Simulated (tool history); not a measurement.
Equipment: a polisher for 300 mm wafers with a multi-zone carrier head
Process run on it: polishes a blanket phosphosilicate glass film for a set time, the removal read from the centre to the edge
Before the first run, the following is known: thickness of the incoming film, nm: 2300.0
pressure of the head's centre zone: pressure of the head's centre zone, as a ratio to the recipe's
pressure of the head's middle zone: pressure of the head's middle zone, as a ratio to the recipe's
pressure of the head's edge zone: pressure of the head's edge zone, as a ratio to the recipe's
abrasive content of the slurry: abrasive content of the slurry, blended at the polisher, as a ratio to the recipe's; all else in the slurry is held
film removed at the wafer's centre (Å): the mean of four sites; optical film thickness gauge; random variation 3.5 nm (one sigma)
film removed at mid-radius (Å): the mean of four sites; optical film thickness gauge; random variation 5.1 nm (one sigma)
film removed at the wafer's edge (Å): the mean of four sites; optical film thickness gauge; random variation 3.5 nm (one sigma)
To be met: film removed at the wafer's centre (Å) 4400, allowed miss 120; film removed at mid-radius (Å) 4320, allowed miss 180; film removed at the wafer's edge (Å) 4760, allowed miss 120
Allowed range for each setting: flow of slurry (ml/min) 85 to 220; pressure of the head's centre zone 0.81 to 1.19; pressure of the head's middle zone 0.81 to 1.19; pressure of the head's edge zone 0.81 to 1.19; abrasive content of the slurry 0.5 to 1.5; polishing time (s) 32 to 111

| run | day | flow of slurry (ml/min) | pressure of the head's centre zone | pressure of the head's middle zone | pressure of the head's edge zone | abrasive content of the slurry | polishing time (s) | film removed at the wafer's centre (Å) | film removed at mid-radius (Å) | film removed at the wafer's edge (Å) |
|---|---|---|---|---|---|---|---|---|---|---|
| 1 | 0 | 140 | 1 | 1 | 1 | 1 | 71 | 6838.6 | 6675.1 | 6873.9 |
| 2 | 0.238 | 140 | 1 | 1 | 1 | 1 | 59 | 5695.8 | 5616.9 | 5743 |
| 3 | 0.333 | 140 | 1 | 0.94 | 1 | 1 | 59 | 5640.3 | 5182.1 | 5560.9 |
| 4 | 0.583 | 140 | 1 | 0.99 | 1 | 1 | 59 | 5688.6 | 5515.8 | 5584.4 |
| 5 | 0.925 | 135 | 0.98 | 0.97 | 0.98 | 1 | 59 | 5508.5 | 5411.1 | 5662.7 |
| 6 | 1.238 | 135 | 0.98 | 0.96 | 0.98 | 0.95 | 59 | 5436.3 | 5125.2 | 5498.8 |
| 7 | 1.583 | 135 | 0.97 | 0.96 | 0.97 | 0.9 | 59 | 5272.3 | 5064.8 | 5163.7 |
| 8 | 1.917 | 130 | 0.96 | 0.95 | 0.97 | 0.9 | 59 | 5113.6 | 4996.4 | 5144.2 |
| 9 | 2.275 | 130 | 0.96 | 0.95 | 0.97 | 0.9 | 59 | 5070.9 | 4917.4 | 5232.5 |
| 10 | 2.633 | 125 | 0.95 | 0.94 | 0.96 | 0.9 | 59 | 5110.6 | 4793.4 | 5132.8 |
| 11 | 2.988 | 120 | 0.94 | 0.94 | 0.95 | 0.9 | 59 | 5002.6 | 4807.8 | 5076.1 |
| 12 | 3.138 | 115 | 0.93 | 0.93 | 0.95 | 0.9 | 59 | 4908.3 | 4745.6 | 5066.1 |
| 13 | 3.429 | 115 | 0.92 | 0.92 | 0.95 | 0.9 | 59 | 4988.5 | 4749 | 5014.6 |
| 14 | 3.758 | 110 | 0.91 | 0.92 | 0.96 | 0.9 | 59 | 4776.7 | 4732.6 | 5048.6 |
| 15 | 3.971 | 110 | 0.9 | 0.91 | 0.96 | 0.9 | 59 | 4700 | 4611.1 | 5060.1 |
| 16 | 4.092 | 100 | 0.88 | 0.9 | 0.94 | 0.9 | 59 | 4535.4 | 4427.2 | 4947.3 |
| 17 | 4.304 | 95 | 0.87 | 0.9 | 0.92 | 0.9 | 59 | 4516.1 | 4558.8 | 4876.4 |

Which single option among these 5 for the next run brings every result within its allowed miss of target? Just one does.
| A | 4.517 | 85 | 0.88 | 0.89 | 0.94 | 0.95 | 56 | ? | ? | ? |
| B | 4.517 | 85 | 0.84 | 0.83 | 0.99 | 0.9 | 60 | ? | ? | ? |
| C | 4.517 | 100 | 0.82 | 0.91 | 1.01 | 1 | 56 | ? | ? | ? |
| D | 4.517 | 85 | 0.86 | 0.91 | 0.96 | 0.65 | 77 | ? | ? | ? |
| E | 4.517 | 90 | 0.93 | 0.95 | 0.98 | 1 | 56 | ? | ? | ? |

| move | film removed at the wafer's centre (Å) | film removed at mid-radius (Å) | film removed at the wafer's edge (Å) |
|---|---|---|---|
| A | 4419.3 | 4324.6 | 4754.9 |
| B | 4430.1 | 4229.6 | 5051.8 |
| C | 4474.4 | 4664.9 | 5165.2 |
| D | 4512.7 | 4570.4 | 4981 |
| E | 4790.9 | 4751.1 | 5028.2 |
A: every result lands within tolerance
B: puts the biggest miss on target and leaves a different result outside tolerance
C: moves away from the targets compared with the last run
D: moves away from the targets compared with the last run
E: moves away from the targets compared with the last run
Move A is the one to make.
